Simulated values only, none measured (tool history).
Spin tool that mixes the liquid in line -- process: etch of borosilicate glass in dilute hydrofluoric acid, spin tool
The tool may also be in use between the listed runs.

| run | hour | temperature setpoint of the liquid (C) | parts of water to one part of 49 % hydrofluoric acid (parts by volume) | time under the liquid (s) | thickness taken off the borosilicate glass on a monitor wafer (nm) |
|---|---|---|---|---|---|
| 1 | 0 | 21 | 195 | 295 | 34.849 |
| 2 | 6.1 | 20 | 195 | 295 | 34.021 |
| 3 | 13.1 | 20 | 160 | 295 | 42.524 |
| 4 | 14.2 | 21.5 | 145 | 295 | 50.822 |
| 5 | 17.5 | 21.5 | 185 | 295 | 38.594 |
| 6 | 21.8 | 19.5 | 185 | 295 | 35.68 |
| 7 | 29.1 | 21 | 165 | 295 | 42.761 |
| 8 | 33.4 | 22.5 | 150 | 295 | 50.819 |
| 9 | 42.1 | 23.5 | 140 | 295 | 57.324 |
|  | 43.5 | thermometer replaced |
| 10 | 43.5 | 24.5 | 130 | 295 | 60.671 |
| 11 | 51.8 | 25 | 120 | 295 | 69.249 |
| 12 | 56.4 | 25.5 | 115 | 295 | 74.047 |
| 13 | 58.7 | 26 | 110 | 295 | 77.158 |

For run 14, what comes out?
| 14 | 62.1 | 26 | 110 | 295 | ? |

Run 14 came out at thickness taken off the borosilicate glass on a monitor wafer (nm) 77.073.
